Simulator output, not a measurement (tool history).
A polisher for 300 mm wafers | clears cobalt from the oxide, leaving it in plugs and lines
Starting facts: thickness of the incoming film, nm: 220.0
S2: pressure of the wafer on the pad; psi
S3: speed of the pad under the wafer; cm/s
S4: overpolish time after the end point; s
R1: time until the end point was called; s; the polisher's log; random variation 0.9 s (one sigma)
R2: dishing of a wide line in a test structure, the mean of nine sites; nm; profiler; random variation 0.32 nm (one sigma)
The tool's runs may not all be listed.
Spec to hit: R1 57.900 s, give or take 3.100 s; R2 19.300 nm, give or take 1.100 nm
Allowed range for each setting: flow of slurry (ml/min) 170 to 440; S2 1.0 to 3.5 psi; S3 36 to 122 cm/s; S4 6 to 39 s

run 1 day=0.000 | flow_of_slurry_(ml/min)=280 S2=2.2 S3=78 S4=20 | R1=60.255 R2=42.608
run 2 day=0.321 | flow_of_slurry_(ml/min)=275 S2=2.2 S3=78 S4=17 | R1=60.058 R2=38.846
run 3 day=0.554 | flow_of_slurry_(ml/min)=255 S2=2.2 S3=78 S4=15 | R1=60.512 R2=36.217
run 4 day=0.646 | flow_of_slurry_(ml/min)=255 S2=2.6 S3=78 S4=15 | R1=50.781 R2=39.312
run 5 day=0.796 | flow_of_slurry_(ml/min)=255 S2=2.6 S3=78 S4=10 | R1=52.352 R2=31.070
run 6 day=1.062 | flow_of_slurry_(ml/min)=195 S2=2.6 S3=78 S4=10 | R1=52.434 R2=30.110
run 7 day=1.296 | flow_of_slurry_(ml/min)=190 S2=2.7 S3=72 S4=9 | R1=54.863 R2=27.457
run 8 day=1.558 | flow_of_slurry_(ml/min)=185 S2=2.9 S3=66 S4=8 | R1=56.431 R2=24.697
run 9 day=1.921 | flow_of_slurry_(ml/min)=180 S2=3.0 S3=62 S4=8 | R1=56.996 R2=25.098
run 10 day=2.058 | flow_of_slurry_(ml/min)=260 S2=2.4 S3=84 S4=6 | R1=51.833 R2=21.049

Of the 5 settings listed for the next run, only one would bring every result within its allowed miss of target. Which one?
run A day=2.196 | flow_of_slurry_(ml/min)=305 S2=2.0 S3=76 S4=7 | R1=? R2=?
run B day=2.196 | flow_of_slurry_(ml/min)=265 S2=2.0 S3=74 S4=6 | R1=? R2=?
run C day=2.196 | flow_of_slurry_(ml/min)=285 S2=1.9 S3=84 S4=6 | R1=? R2=?
run D day=2.196 | flow_of_slurry_(ml/min)=170 S2=2.6 S3=62 S4=6 | R1=? R2=?
run E day=2.196 | flow_of_slurry_(ml/min)=300 S2=2.4 S3=74 S4=6 | R1=? R2=?

move=A R1=67.395 R2=19.991
move=B R1=69.813 R2=17.092
move=C R1=64.623 R2=18.229
move=D R1=66.281 R2=17.848
move=E R1=57.998 R2=19.915
A: carries the result that was furthest off beyond its target, to the other side
B: carries the result that was furthest off beyond its target, to the other side
C: carries the result that was furthest off beyond its target, to the other side
D: carries the result that was furthest off beyond its target, to the other side
E: all results land within tolerance of their targets
The right move is E.
